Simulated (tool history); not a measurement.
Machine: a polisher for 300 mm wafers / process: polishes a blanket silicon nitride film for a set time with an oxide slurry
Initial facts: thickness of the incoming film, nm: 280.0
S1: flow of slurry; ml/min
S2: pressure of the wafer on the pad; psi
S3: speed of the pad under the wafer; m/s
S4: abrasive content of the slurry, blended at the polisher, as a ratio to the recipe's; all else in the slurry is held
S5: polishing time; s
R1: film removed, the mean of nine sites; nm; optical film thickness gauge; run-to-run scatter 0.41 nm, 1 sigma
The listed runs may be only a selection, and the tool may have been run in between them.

run,hour,S1,S2,S3,S4,S5,R1
1,0.0,205,4.3,0.98,1.0,36,23.955
2,1.9,205,4.3,0.98,0.8,36,21.467
3,7.9,205,4.3,0.98,0.8,32,18.916
4,13.6,205,4.3,0.74,0.8,32,17.283
5,15.5,205,3.8,0.74,0.8,32,15.788
6,21.3,250,3.8,0.74,0.8,32,15.892
7,25.5,250,4.7,0.80,0.8,32,19.101
8,31.9,250,5.3,0.88,0.8,32,21.730
9,35.8,250,5.7,0.96,0.8,32,23.865
10,40.3,250,6.0,1.02,0.8,32,25.289
11,44.0,250,6.2,1.08,0.8,32,26.826
12,48.3,250,6.3,1.12,0.8,32,27.402
13,52.7,250,6.3,1.12,0.8,32,27.772

Expected results for the next run?
14,55.4,250,6.4,1.14,0.8,32,?

R1: 28.308 nm
